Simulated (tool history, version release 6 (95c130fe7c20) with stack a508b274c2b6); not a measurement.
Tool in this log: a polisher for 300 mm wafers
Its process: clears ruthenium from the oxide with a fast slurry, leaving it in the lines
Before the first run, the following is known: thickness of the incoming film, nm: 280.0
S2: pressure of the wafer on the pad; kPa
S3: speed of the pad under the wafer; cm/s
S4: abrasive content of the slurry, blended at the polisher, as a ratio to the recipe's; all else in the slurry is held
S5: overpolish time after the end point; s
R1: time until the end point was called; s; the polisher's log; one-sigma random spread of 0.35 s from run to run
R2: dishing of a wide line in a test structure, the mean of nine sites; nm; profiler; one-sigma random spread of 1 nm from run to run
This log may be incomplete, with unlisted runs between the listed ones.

{"run": 1, "hour": 0.0, "flow of slurry (ml/min)": 295, "S2": 23.4, "S3": 84, "S4": 1.0, "S5": 24, "R1": 62.845, "R2": 77.275}
{"run": 2, "hour": 8.3, "flow of slurry (ml/min)": 360, "S2": 23.4, "S3": 84, "S4": 1.0, "S5": 24, "R1": 60.001, "R2": 79.388}
{"run": 3, "hour": 10.7, "flow of slurry (ml/min)": 325, "S2": 23.4, "S3": 84, "S4": 1.0, "S5": 24, "R1": 62.216, "R2": 78.31}
{"run": 4, "hour": 14.9, "flow of slurry (ml/min)": 365, "S2": 26.2, "S3": 84, "S4": 1.0, "S5": 19, "R1": 56.817, "R2": 68.504}
{"run": 5, "hour": 17.3, "flow of slurry (ml/min)": 395, "S2": 29.0, "S3": 88, "S4": 1.0, "S5": 15, "R1": 50.174, "R2": 65.407}
{"run": 6, "hour": 19.2, "flow of slurry (ml/min)": 395, "S2": 29.0, "S3": 88, "S4": 1.0, "S5": 7, "R1": 48.814, "R2": 32.644}
{"run": 7, "hour": 22.0, "flow of slurry (ml/min)": 400, "S2": 31.0, "S3": 90, "S4": 1.0, "S5": 7, "R1": 46.967, "R2": 34.589}
{"run": 8, "hour": 29.0, "flow of slurry (ml/min)": 400, "S2": 35.9, "S3": 112, "S4": 1.0, "S5": 15, "R1": 34.659, "R2": 83.333}

Run 9, settings as shown, results not yet in. Your forecast:
{"run": 9, "hour": 35.2, "flow of slurry (ml/min)": 400, "S2": 35.9, "S3": 112, "S4": 1.0, "S5": 13, "R1": "?", "R2": "?"}

R1: 35.201 s
R2: 76.134 nm

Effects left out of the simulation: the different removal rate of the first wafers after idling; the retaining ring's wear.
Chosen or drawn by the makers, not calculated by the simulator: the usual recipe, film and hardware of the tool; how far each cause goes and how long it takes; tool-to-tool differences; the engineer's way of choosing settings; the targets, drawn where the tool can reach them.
